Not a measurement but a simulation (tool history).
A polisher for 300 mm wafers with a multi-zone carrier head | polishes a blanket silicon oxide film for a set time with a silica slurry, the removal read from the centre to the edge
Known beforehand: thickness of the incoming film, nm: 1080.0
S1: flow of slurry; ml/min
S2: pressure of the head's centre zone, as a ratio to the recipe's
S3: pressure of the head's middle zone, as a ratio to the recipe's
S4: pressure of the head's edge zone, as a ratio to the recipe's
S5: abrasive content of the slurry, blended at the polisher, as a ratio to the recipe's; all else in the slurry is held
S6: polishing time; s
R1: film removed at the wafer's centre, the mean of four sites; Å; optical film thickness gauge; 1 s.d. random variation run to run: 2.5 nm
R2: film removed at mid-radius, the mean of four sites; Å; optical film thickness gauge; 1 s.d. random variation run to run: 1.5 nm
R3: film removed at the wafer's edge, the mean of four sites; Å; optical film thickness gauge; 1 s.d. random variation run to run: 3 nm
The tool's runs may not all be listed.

run 1 hour=0 | S1=230 S2=1 S3=1 S4=1 S5=1 S6=87 | R1=2599.7 R2=2780.1 R3=2839.4
run 2 hour=6.8 | S1=230 S2=1 S3=1 S4=1 S5=0.8 S6=87 | R1=2403.4 R2=2575.2 R3=2605.8
run 3 hour=10.1 | S1=225 S2=0.99 S3=0.99 S4=0.99 S5=0.8 S6=87 | R1=2377.1 R2=2543.9 R3=2566.4
run 4 hour=16.5 | S1=225 S2=0.99 S3=0.99 S4=0.99 S5=0.8 S6=70 | R1=1889.9 R2=2051.6 R3=2090.1
run 5 hour=24.9 | S1=225 S2=0.99 S3=0.99 S4=1.05 S5=0.8 S6=70 | R1=1877.2 R2=2020.5 R3=2112.9
run 6 hour=27.3 | S1=205 S2=0.99 S3=0.99 S4=1.05 S5=0.8 S6=70 | R1=1863.5 R2=2008.9 R3=2160.8
run 7 hour=32.7 | S1=205 S2=0.99 S3=0.99 S4=1.05 S5=0.8 S6=70 | R1=1907.8 R2=2047.6 R3=2140.7
run 8 hour=40.6 | S1=205 S2=0.99 S3=1 S4=1.06 S5=0.8 S6=70 | R1=1868.5 R2=2047.4 R3=2143.9
run 9 hour=47.8 | S1=205 S2=0.99 S3=1.01 S4=1.07 S5=0.8 S6=70 | R1=1860.4 R2=2058.5 R3=2117.8

Run 10 has not been measured yet. What should we expect?
-- hour=56.7 centre zone pressure recalibrated
run 10 hour=56.7 | S1=205 S2=0.99 S3=1.01 S4=1.07 S5=0.8 S6=70 | R1=? R2=? R3=?

{"run 10": {"R1": 2008.1, "R2": 2063.6, "R3": 2180.7}}
